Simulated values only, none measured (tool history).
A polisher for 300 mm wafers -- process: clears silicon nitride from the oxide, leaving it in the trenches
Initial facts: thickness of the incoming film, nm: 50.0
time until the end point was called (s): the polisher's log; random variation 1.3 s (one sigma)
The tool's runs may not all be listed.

run,hour,flow of slurry (ml/min),pressure of the wafer on the pad (psi),speed of the pad under the wafer (cm/s),overpolish time after the end point (s),time until the end point was called (s)
1,0,320,1.9,114,19,70.995
2,0.7,320,1.8,114,19,74.43
3,9.1,320,2.1,114,19,63.07
4,10.6,320,2,114,19,67.515
5,13.1,320,2.4,114,19,57.311
6,19.2,260,2.4,114,19,57.205
7,26.5,260,2.2,114,19,64.154
8,31.9,260,2.1,114,19,67.125
9,40.2,260,2,114,19,67.481
10,48.9,260,1.9,114,19,71.272
11,51.9,260,1.8,114,19,73.478

The next listed run, before its measurement:
12,54.3,260,1.7,114,19,?

Run 12 produced time until the end point was called (s) 80.548.
